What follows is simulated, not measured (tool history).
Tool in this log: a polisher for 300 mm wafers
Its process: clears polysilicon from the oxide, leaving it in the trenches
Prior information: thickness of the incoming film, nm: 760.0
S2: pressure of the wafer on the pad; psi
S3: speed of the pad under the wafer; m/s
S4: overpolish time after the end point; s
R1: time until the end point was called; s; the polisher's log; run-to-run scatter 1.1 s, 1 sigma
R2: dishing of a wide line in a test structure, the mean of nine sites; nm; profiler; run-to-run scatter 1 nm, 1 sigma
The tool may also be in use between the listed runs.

{"run": 1, "day": 0.0, "flow of slurry (ml/min)": 270, "S2": 1.7, "S3": 1.22, "S4": 13, "R1": 81.704, "R2": 48.509}
{"run": 2, "day": 0.246, "flow of slurry (ml/min)": 270, "S2": 1.7, "S3": 1.22, "S4": 10, "R1": 81.1, "R2": 44.814}
{"run": 3, "day": 0.338, "flow of slurry (ml/min)": 305, "S2": 1.7, "S3": 1.22, "S4": 10, "R1": 80.117, "R2": 46.101}
{"run": 4, "day": 0.5, "flow of slurry (ml/min)": 360, "S2": 1.7, "S3": 1.22, "S4": 10, "R1": 79.688, "R2": 45.785}
{"run": 5, "day": 0.725, "flow of slurry (ml/min)": 360, "S2": 1.7, "S3": 1.22, "S4": 6, "R1": 77.75, "R2": 38.864}
{"run": 6, "day": 0.925, "flow of slurry (ml/min)": 295, "S2": 1.7, "S3": 1.22, "S4": 6, "R1": 78.912, "R2": 39.325}
{"run": 7, "day": 1.142, "flow of slurry (ml/min)": 255, "S2": 1.4, "S3": 1.2, "S4": 12, "R1": 97.724, "R2": 45.763}

Run 8 is up next; what results do you expect?
{"run": 8, "day": 1.225, "flow of slurry (ml/min)": 255, "S2": 1.4, "S3": 1.2, "S4": 13, "R1": "?", "R2": "?"}

Run 8 gave R1 97.645 s, R2 44.032 nm.

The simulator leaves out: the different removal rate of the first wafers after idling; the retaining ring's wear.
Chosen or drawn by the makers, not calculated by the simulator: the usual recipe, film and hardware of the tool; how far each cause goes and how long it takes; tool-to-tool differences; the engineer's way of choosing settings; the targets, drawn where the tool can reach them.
